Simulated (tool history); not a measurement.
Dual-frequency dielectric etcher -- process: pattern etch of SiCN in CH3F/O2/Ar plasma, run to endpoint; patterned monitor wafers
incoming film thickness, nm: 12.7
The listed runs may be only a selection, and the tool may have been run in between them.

{"run": 1, "hour": 0.0, "source power (W)": 330, "bias power (W)": 93, "endpoint time (s)": 31.49}
{"run": 2, "hour": 4.2, "source power (W)": 330, "bias power (W)": 85, "endpoint time (s)": 32.943}
{"run": 3, "hour": 8.1, "source power (W)": 320, "bias power (W)": 85, "endpoint time (s)": 33.147}
{"run": 4, "hour": 15.3, "source power (W)": 310, "bias power (W)": 85, "endpoint time (s)": 33.533}
{"run": 5, "hour": 16.1, "source power (W)": 310, "bias power (W)": 100, "endpoint time (s)": 30.97}
{"run": 6, "hour": 19.7, "source power (W)": 310, "bias power (W)": 90, "endpoint time (s)": 32.363}

Run 7 has not been measured yet. What should we expect?
{"run": 7, "hour": 24.4, "source power (W)": 290, "bias power (W)": 89, "endpoint time (s)": "?"}

endpoint time (s): 33.519

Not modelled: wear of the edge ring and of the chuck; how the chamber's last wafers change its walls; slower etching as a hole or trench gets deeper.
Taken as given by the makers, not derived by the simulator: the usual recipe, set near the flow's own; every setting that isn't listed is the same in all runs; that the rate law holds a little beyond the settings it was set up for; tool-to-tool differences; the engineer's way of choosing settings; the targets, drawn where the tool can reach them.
